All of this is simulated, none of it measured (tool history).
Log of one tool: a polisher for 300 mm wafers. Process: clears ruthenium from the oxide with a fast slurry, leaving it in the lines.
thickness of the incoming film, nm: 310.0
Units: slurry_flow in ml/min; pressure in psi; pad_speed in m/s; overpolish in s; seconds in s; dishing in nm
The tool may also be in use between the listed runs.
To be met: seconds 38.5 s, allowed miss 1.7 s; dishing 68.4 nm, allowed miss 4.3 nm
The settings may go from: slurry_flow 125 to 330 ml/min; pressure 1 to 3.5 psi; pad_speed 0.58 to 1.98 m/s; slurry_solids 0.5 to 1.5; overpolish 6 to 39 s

| run | day | slurry_flow | pressure | pad_speed | slurry_solids | overpolish | seconds | dishing |
|---|---|---|---|---|---|---|---|---|
| 1 | 0 | 210 | 2.2 | 1.28 | 1 | 20 | 87.131 | 43.296 |
| 2 | 0.217 | 210 | 2.6 | 1.36 | 1 | 19 | 70.816 | 47.531 |
| 3 | 0.283 | 210 | 2.6 | 1.36 | 1 | 22 | 70.527 | 51.287 |
| 4 | 0.421 | 155 | 2.6 | 1.36 | 1 | 22 | 73.881 | 49.908 |
| 5 | 0.529 | 155 | 2.4 | 1.36 | 1 | 22 | 78.917 | 47.445 |
|  | 0.804 | head pressure recalibrated |
| 6 | 0.804 | 155 | 2.4 | 1.36 | 1 | 26 | 74.168 | 53.875 |
| 7 | 0.996 | 165 | 2.7 | 1.5 | 1 | 24 | 59.884 | 59.519 |
| 8 | 1.079 | 165 | 2.7 | 1.5 | 1 | 24 | 61.301 | 58.611 |
| 9 | 1.325 | 170 | 2.9 | 1.58 | 1 | 22 | 54 | 59.516 |
| 10 | 1.642 | 175 | 3.1 | 1.62 | 1 | 21 | 50.677 | 60.22 |
| 11 | 1.796 | 180 | 3.2 | 1.68 | 1 | 21 | 47.591 | 62.225 |
| 12 | 2.15 | 180 | 3.3 | 1.74 | 1 | 21 | 43.621 | 63.362 |

5 next moves are on the table. One of them brings every result within its allowed miss. Which?
| A | 2.504 | 225 | 3.3 | 1.8 | 1 | 15 | ? | ? |
| B | 2.504 | 215 | 3.5 | 1.96 | 0.85 | 18 | ? | ? |
| C | 2.504 | 160 | 3.5 | 1.94 | 1.2 | 15 | ? | ? |
| D | 2.504 | 205 | 3.4 | 1.72 | 1.15 | 22 | ? | ? |
| E | 2.504 | 160 | 3.5 | 1.84 | 1.2 | 15 | ? | ? |

| move | seconds | dishing |
|---|---|---|
| A | 41.254 | 56.97 |
| B | 41.204 | 62.283 |
| C | 34.481 | 62.166 |
| D | 38.816 | 69.078 |
| E | 36.179 | 60.803 |
A: nearer than the last run, and not there yet
B: nearer than the last run, and not there yet
C: takes the result that was furthest off past its target
D: meets every target
E: takes the result that was furthest off past its target
Answer: D
